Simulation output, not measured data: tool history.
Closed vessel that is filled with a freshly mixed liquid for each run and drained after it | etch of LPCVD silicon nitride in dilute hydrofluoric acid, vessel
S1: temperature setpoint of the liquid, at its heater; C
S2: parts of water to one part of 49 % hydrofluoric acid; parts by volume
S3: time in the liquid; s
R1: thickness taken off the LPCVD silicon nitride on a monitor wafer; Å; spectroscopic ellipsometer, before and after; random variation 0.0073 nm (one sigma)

Run 1, hour 0.0: S1 21.0 C, S2 235 parts by volume, S3 770 s. Result: R1 14.041 Å.
Run 2, hour 3.4: S1 24.5 C, S2 235 parts by volume, S3 770 s. Result: R1 17.490 Å.
Run 3, hour 8.7: S1 23.0 C, S2 240 parts by volume, S3 770 s. Result: R1 15.499 Å.
Run 4, hour 9.4: S1 23.0 C, S2 185 parts by volume, S3 770 s. Result: R1 19.923 Å.
Run 5, hour 14.2: S1 23.0 C, S2 260 parts by volume, S3 770 s. Result: R1 14.363 Å.
Run 6, hour 15.7: S1 22.0 C, S2 260 parts by volume, S3 770 s. Result: R1 13.627 Å.

Run 7 comes next. What will it give?
Run 7, hour 23.3: S1 22.0 C, S2 260 parts by volume, S3 770 s. Result: R1 ?.

Run 7 gave R1 13.614 Å.
